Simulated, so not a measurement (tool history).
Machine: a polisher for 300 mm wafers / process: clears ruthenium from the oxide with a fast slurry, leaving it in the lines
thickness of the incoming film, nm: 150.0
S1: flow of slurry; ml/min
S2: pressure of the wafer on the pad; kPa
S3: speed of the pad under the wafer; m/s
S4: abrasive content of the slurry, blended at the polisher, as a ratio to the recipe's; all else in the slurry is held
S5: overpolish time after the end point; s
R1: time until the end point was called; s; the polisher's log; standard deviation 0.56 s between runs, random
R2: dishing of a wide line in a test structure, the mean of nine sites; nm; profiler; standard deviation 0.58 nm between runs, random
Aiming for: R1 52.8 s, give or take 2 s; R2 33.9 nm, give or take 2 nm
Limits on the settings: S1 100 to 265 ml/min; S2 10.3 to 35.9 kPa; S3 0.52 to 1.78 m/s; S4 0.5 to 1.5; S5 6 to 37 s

| run | hour | S1 | S2 | S3 | S4 | S5 | R1 | R2 |
|---|---|---|---|---|---|---|---|---|
| 1 | 0 | 170 | 22.8 | 1.14 | 1 | 19 | 25.544 | 75.482 |
| 2 | 3 | 170 | 22.8 | 1.14 | 1.1 | 19 | 25.1 | 81.688 |
| 3 | 4.4 | 135 | 22.8 | 1.14 | 1.1 | 19 | 25.693 | 79.548 |
| 4 | 5.5 | 140 | 20 | 1.08 | 1.05 | 17 | 30.801 | 64.439 |
| 5 | 7.2 | 140 | 20 | 0.8 | 1.05 | 17 | 37.054 | 52.231 |
| 6 | 13.4 | 160 | 20 | 0.8 | 1.05 | 17 | 37.24 | 53.824 |
| 7 | 19.8 | 160 | 18.6 | 0.78 | 1.05 | 16 | 40.69 | 49.107 |
| 8 | 22.1 | 160 | 17.2 | 0.76 | 1.05 | 15 | 43.794 | 42.333 |
| 9 | 31 | 150 | 12.4 | 0.76 | 1.05 | 14 | 61.156 | 29.447 |
| 10 | 33.9 | 155 | 13.1 | 0.76 | 1.05 | 14 | 56.825 | 30.12 |
| 11 | 37.9 | 160 | 13.1 | 0.76 | 1.05 | 14 | 57.528 | 32.096 |
| 12 | 40.5 | 165 | 13.1 | 0.76 | 1.05 | 14 | 56.116 | 32.093 |
| 13 | 43.1 | 170 | 13.1 | 0.76 | 1.05 | 14 | 56.477 | 32.386 |

5 candidate next runs follow, results not yet known. Just one meets every target within its allowed miss. Identify it.
| A | 45.7 | 180 | 14.5 | 0.94 | 0.85 | 15 | ? | ? |
| B | 45.7 | 160 | 12.4 | 0.68 | 1.1 | 16 | ? | ? |
| C | 45.7 | 195 | 13.8 | 0.76 | 1.05 | 14 | ? | ? |
| D | 45.7 | 175 | 10.3 | 0.86 | 1.05 | 16 | ? | ? |
| E | 45.7 | 175 | 13.1 | 0.74 | 1.1 | 18 | ? | ? |

| move | R1 | R2 |
|---|---|---|
| A | 48.476 | 39.089 |
| B | 62.826 | 32.898 |
| C | 52.553 | 34.248 |
| D | 64.325 | 32.209 |
| E | 55.794 | 40.536 |
A: takes the biggest miss from the last run beyond its target
B: further off than the last run
C: every result lands within tolerance
D: further off than the last run
E: further off than the last run
The right move is C.

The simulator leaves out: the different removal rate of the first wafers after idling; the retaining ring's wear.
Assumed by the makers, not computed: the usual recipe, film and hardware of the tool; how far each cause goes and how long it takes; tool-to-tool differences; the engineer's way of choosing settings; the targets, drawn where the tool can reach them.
